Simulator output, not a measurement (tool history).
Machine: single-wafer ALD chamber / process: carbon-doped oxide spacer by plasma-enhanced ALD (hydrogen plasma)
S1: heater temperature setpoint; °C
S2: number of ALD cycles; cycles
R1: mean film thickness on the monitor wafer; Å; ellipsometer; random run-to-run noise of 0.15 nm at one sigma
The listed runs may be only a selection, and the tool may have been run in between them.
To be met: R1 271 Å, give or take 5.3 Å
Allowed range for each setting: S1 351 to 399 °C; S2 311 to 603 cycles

| run | day | S1 | S2 | R1 |
|---|---|---|---|---|
| 1 | 0 | 375 | 457 | 229.15 |
| 2 | 0.208 | 375 | 473 | 240.11 |
| 3 | 0.542 | 383 | 473 | 240.31 |
| 4 | 0.683 | 376 | 473 | 239.57 |
| 5 | 0.738 | 376 | 429 | 217.32 |
| 6 | 1.071 | 376 | 384 | 193.45 |
| 7 | 1.233 | 376 | 413 | 207.65 |
| 8 | 1.612 | 376 | 436 | 218.44 |
| 9 | 1.808 | 376 | 454 | 229.25 |

4 candidate next runs follow, results not yet known. Just one meets every target within its allowed miss. Identify it.
| A | 2.004 | 379 | 505 | ? |
| B | 2.004 | 382 | 557 | ? |
| C | 2.004 | 366 | 566 | ? |
| D | 2.004 | 368 | 534 | ? |

| move | R1 |
|---|---|
| A | 253.63 |
| B | 279.74 |
| C | 284.26 |
| D | 268.19 |
A: closes in on the targets versus the last run, not all within tolerance yet
B: the result that was furthest off in the last run now lies on the other side of its target
C: the result that was furthest off in the last run now lies on the other side of its target
D: hits every target within its allowed miss
Correct choice: D, which meets every target

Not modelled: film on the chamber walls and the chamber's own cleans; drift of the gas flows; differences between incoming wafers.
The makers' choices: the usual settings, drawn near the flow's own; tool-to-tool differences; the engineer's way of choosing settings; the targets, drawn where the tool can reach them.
